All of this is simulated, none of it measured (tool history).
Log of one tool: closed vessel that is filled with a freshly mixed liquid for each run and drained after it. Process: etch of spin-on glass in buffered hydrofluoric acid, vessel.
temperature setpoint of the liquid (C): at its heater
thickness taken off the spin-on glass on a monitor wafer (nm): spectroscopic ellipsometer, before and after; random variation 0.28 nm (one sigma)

run,day,temperature setpoint of the liquid (C),parts of 40 % ammonium fluoride to one part of 49 % hydrofluoric acid (parts by volume),time in the liquid (s),thickness taken off the spin-on glass on a monitor wafer (nm)
1,0.000,23.0,22.0,35,48.880
2,0.362,23.0,22.0,30,42.179
3,0.400,23.0,22.0,35,48.322
4,0.662,21.5,23.0,35,43.383
5,0.721,21.5,23.0,30,36.725
6,0.804,20.0,23.0,30,34.377
7,1.067,19.5,23.0,30,32.987
8,1.429,19.5,23.0,30,33.507

Run 9 comes next. What will it give?
9,1.783,19.0,23.0,30,?

thickness taken off the spin-on glass on a monitor wafer (nm): 32.795
